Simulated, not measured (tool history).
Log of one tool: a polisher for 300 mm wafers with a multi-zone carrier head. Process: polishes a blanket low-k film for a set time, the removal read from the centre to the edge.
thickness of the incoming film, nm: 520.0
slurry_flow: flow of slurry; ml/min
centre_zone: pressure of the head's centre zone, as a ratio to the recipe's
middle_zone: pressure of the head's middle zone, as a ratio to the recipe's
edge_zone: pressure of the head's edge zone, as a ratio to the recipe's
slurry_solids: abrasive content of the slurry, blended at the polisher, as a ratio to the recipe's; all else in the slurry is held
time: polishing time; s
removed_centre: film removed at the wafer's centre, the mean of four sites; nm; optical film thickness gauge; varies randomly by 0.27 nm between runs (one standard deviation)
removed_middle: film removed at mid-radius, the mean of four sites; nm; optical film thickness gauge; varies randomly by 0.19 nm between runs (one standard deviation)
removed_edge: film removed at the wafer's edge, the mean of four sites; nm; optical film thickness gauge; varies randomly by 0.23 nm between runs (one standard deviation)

run	hour	slurry_flow	centre_zone	middle_zone	edge_zone	slurry_solids	time	removed_centre	removed_middle	removed_edge
1	0.0	190	1.00	1.00	1.00	1.00	75	41.267	40.911	39.269
2	1.2	190	1.00	1.04	1.00	1.00	75	41.530	42.305	40.614
3	7.5	205	0.98	1.01	0.94	0.85	63	31.936	32.388	30.295
4	15.4	215	0.98	1.02	0.90	0.75	55	25.556	26.536	23.765
5	21.5	215	0.98	1.07	0.90	0.75	55	25.006	27.965	24.127
6	28.6	215	0.98	1.07	0.90	0.65	55	23.821	25.688	21.925
7	34.3	210	0.98	1.05	0.88	0.60	53	21.850	22.763	19.577
8	40.8	190	0.97	1.05	0.86	0.60	53	20.914	22.557	20.151
9	49.1	240	0.97	1.03	0.85	0.50	44	16.143	17.154	14.986
10	54.7	240	0.97	1.03	0.85	0.50	44	16.018	17.290	14.677
11	56.7	225	0.99	1.05	0.87	0.50	44	16.632	17.202	14.764
12	63.6	215	1.00	1.07	0.89	0.55	44	17.319	18.203	16.400
13	71.8	220	1.02	1.08	0.88	0.55	44	18.006	18.359	16.096
14	73.7	220	1.03	1.10	0.88	0.55	44	17.708	18.467	15.828
15	80.9	220	1.04	1.11	0.89	0.55	44	18.206	18.836	15.814
16	86.9	215	1.04	1.12	0.90	0.55	44	17.911	18.906	15.964
17	95.5	210	1.05	1.12	0.91	0.55	44	18.255	18.872	15.828
18	99.9	205	1.05	1.12	0.92	0.55	44	18.001	19.106	15.882

Estimate the outcome of run 19 from the log above:
19	103.0	230	1.08	1.12	0.99	0.60	44	?	?	?

{"run 19": {"removed_centre": 20.384, "removed_middle": 20.516, "removed_edge": 18.07}}
